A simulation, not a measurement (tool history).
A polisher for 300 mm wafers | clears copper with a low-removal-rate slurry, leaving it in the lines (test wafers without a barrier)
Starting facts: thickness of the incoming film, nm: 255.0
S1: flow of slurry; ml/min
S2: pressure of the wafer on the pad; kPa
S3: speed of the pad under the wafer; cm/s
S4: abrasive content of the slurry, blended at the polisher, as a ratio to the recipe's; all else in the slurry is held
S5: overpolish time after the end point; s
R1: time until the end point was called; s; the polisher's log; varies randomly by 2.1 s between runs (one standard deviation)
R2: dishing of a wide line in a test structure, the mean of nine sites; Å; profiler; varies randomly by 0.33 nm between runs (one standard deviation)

run    day   S1    S2   S3   S4  S5      R1      R2
  1      0  300  21.4  102    1  10  75.587  211.81
  2  0.108  300    20  102    1  11  77.185  213.45
  3  0.242  300    20  120    1  11  68.069  246.31
  4  0.567  300    20  108    1  11  75.368  230.14
  5  0.838  300    20  128    1  11  67.038   261.7
  6  0.904  300    20  128  0.9  11  69.717   248.7
  7  1.204  300  18.6  128  0.9  12  72.062  255.24

Run 8, settings as shown, results not yet in. Your forecast:
  8  1.554  300  17.2  126  0.9  13   ?   ?

{"run 8": {"R1": 80.424, "R2": 248.01}}
